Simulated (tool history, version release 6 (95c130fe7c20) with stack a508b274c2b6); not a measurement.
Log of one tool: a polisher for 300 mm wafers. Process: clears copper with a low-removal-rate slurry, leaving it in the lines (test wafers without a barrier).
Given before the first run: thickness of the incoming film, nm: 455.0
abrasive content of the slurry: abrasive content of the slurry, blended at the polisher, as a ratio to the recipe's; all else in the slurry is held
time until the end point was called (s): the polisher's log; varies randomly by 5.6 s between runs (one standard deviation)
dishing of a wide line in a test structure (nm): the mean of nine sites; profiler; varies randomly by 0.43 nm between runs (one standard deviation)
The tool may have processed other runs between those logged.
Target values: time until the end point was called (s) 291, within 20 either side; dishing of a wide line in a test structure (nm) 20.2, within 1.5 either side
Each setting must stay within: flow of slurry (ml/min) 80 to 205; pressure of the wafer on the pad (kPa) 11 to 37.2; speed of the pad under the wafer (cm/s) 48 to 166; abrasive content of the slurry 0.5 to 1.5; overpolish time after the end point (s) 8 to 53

run    day  flow of slurry (ml/min)  pressure of the wafer on the pad (kPa)  speed of the pad under the wafer (cm/s)  abrasive content of the slurry  overpolish time after the end point (s)  time until the end point was called (s)  dishing of a wide line in a test structure (nm)
  1      0                      135                                    24.1                                      106                               1                                       27                                   117.27                                           61.451
  2  0.058                      135                                    24.1                                      106                            1.15                                       27                                   111.85                                           59.138
  3  0.296                      135                                    22.1                                       96                            1.15                                       24                                   138.63                                           50.321
  4  0.521                      135                                    22.1                                       96                            1.15                                       29                                    132.2                                           56.452
  5  0.671                      135                                    20.7                                       88                             1.2                                       25                                   154.01                                           45.489
  6  0.842                      160                                    20.7                                       88                             1.2                                       25                                   150.26                                           48.469
  7  1.154                      155                                    19.3                                       82                             1.2                                       22                                   171.83                                           36.821
  8  1.471                      155                                    17.9                                       78                             1.2                                       21                                   197.72                                           31.786
  9  1.658                      155                                    16.5                                       78                             1.2                                       21                                   214.13                                            31.42
 10   1.95                      155                                    15.9                                       78                             1.2                                       20                                   212.32                                           29.754
 11  1.979                      155                                    15.2                                       76                             1.2                                       19                                   228.84                                           26.078
 12  2.275                      155                                    14.5                                       76                             1.2                                       19                                   249.24                                           24.045
 13  2.338                      150                                    13.8                                       76                             1.2                                       19                                   258.13                                            24.17
 14   2.45                      145                                    13.1                                       76                             1.2                                       17                                   267.56                                           19.734

Next run, 5 choices. One meets every target within its allowed miss, the rest don't. Which?
  A  2.562                      135                                    17.9                                       64                             1.4                                       14                                        ?                                                ?
  B  2.562                      130                                    15.9                                       76                             1.2                                       13                                        ?                                                ?
  C  2.562                      140                                    12.4                                       72                            1.35                                       18                                        ?                                                ?
  D  2.562                      130                                    17.9                                       68                            1.25                                       13                                        ?                                                ?
  E  2.562                      110                                    11.7                                       74                            1.25                                       17                                        ?                                                ?

move  time until the end point was called (s)  dishing of a wide line in a test structure (nm)
   A                                   225.38                                            20.33
   B                                   225.95                                           18.903
   C                                   288.34                                           20.157
   D                                   219.98                                           19.437
   E                                   318.48                                           17.491
A: moves away from the targets compared with the last run
B: moves away from the targets compared with the last run
C: every result within its allowed miss
D: moves away from the targets compared with the last run
E: pushes the last run's worst result past its target
So the answer is move C, the one that meets all the targets.

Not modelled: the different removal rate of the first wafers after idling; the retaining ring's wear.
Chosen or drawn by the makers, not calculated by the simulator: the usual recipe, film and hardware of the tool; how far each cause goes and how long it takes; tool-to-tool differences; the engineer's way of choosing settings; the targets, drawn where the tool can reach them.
